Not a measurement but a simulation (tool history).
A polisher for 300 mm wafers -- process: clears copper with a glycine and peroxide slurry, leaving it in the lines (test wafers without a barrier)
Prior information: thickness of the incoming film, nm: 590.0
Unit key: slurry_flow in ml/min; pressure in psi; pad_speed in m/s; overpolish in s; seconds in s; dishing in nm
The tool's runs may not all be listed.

Run 1, hour 0: slurry_flow 175 ml/min, pressure 2.1 psi, pad_speed 0.76 m/s, overpolish 23 s. Result: seconds 180.07 s, dishing 39.597 nm.
Run 2, hour 7.6: slurry_flow 170 ml/min, pressure 1.9 psi, pad_speed 0.74 m/s, overpolish 19 s. Result: seconds 197.1 s, dishing 33.264 nm.
Run 3, hour 9.1: slurry_flow 170 ml/min, pressure 1.9 psi, pad_speed 0.9 m/s, overpolish 19 s. Result: seconds 176.74 s, dishing 35.171 nm.
Run 4, hour 12.7: slurry_flow 140 ml/min, pressure 1.9 psi, pad_speed 0.9 m/s, overpolish 19 s. Result: seconds 172.78 s, dishing 35.565 nm.
Run 5, hour 20.5: slurry_flow 140 ml/min, pressure 1.7 psi, pad_speed 0.84 m/s, overpolish 16 s. Result: seconds 201.11 s, dishing 28.068 nm.
Run 6, hour 28: slurry_flow 140 ml/min, pressure 1.5 psi, pad_speed 0.84 m/s, overpolish 15 s. Result: seconds 219.44 s, dishing 25.926 nm.
Run 7, hour 29.4: slurry_flow 140 ml/min, pressure 1.4 psi, pad_speed 0.84 m/s, overpolish 14 s. Result: seconds 230.7 s, dishing 23.572 nm.

Run 8, settings as shown, results not yet in. Your forecast:
Run 8, hour 37.8: slurry_flow 140 ml/min, pressure 1 psi, pad_speed 0.84 m/s, overpolish 12 s. Result: seconds ?, dishing ?.

{"run 8": {"seconds": 282.07, "dishing": 17.44}}
